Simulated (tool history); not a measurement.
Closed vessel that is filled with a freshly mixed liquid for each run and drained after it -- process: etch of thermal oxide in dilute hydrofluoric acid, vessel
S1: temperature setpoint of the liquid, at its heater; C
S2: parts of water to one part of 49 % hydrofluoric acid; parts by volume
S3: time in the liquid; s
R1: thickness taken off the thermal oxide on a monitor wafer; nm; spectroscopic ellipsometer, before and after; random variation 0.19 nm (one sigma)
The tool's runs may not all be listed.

{"run": 1, "hour": 0.0, "S1": 24.0, "S2": 65, "S3": 345, "R1": 24.795}
{"run": 2, "hour": 7.2, "S1": 27.5, "S2": 65, "S3": 345, "R1": 28.243}
{"run": 3, "hour": 12.8, "S1": 27.5, "S2": 80, "S3": 345, "R1": 22.997}
{"run": 4, "hour": 20.5, "S1": 27.5, "S2": 60, "S3": 345, "R1": 30.286}
{"run": 5, "hour": 29.5, "S1": 27.5, "S2": 45, "S3": 345, "R1": 41.903}
{"run": 6, "hour": 32.0, "S1": 27.5, "S2": 65, "S3": 345, "R1": 28.765}

Run 7, settings as shown, results not yet in. Your forecast:
{"run": 7, "hour": 35.2, "S1": 23.5, "S2": 70, "S3": 345, "R1": "?"}

Logged for run 7: R1 22.091 nm.

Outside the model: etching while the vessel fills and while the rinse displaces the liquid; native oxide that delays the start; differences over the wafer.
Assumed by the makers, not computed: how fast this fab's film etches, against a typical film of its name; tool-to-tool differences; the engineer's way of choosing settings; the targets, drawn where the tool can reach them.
